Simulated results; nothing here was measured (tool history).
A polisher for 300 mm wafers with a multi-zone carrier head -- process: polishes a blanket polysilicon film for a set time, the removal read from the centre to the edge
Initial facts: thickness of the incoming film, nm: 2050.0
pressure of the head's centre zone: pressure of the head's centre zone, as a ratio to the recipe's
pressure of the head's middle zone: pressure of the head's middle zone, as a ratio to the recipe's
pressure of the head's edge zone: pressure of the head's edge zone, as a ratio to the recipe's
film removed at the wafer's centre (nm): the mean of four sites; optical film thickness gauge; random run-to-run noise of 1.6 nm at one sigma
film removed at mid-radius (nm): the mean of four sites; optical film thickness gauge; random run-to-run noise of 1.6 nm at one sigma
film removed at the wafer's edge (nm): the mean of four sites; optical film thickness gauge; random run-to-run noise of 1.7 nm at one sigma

run,hour,flow of slurry (ml/min),pressure of the head's centre zone,pressure of the head's middle zone,pressure of the head's edge zone,polishing time (s),film removed at the wafer's centre (nm),film removed at mid-radius (nm),film removed at the wafer's edge (nm)
1,0,180,1,1,1,53,300.1,308.52,308.12
2,5.8,175,0.99,0.99,0.98,51,286.1,291.84,288.65
3,10.3,170,0.97,0.98,0.97,50,279.25,282.31,283.72
4,13.5,170,0.97,0.98,0.91,50,271.39,286.52,276.23
5,20.8,165,0.96,0.98,0.9,48,262.71,268.04,262.38
6,27.4,165,1.02,0.98,0.9,48,272.93,271.95,259.02
7,31.4,160,1,0.98,0.89,46,258.29,259.75,247.48
8,37.4,155,0.98,0.98,0.88,45,243.47,251.53,240.31
9,44.1,150,0.97,0.98,0.88,44,236.21,246.88,234.54
10,45.7,145,0.96,0.98,0.88,43,225.57,236.29,227.3
11,54.3,145,0.96,0.98,0.88,43,229.19,237.62,228.44
12,60.5,145,0.96,0.98,0.88,43,225.24,236.14,225.28
13,66.6,140,0.95,0.98,0.88,43,217.23,235.99,226.3
14,67.9,140,0.95,0.98,0.87,42,217.31,231.3,220.25
15,71.3,135,0.94,0.98,0.87,42,209.03,231.12,218.34

Run 16 is up next; what results do you expect?
16,79,125,0.88,0.91,0.82,38,?,?,?

film removed at the wafer's centre (nm): 175.3
film removed at mid-radius (nm): 191.73
film removed at the wafer's edge (nm): 192.35
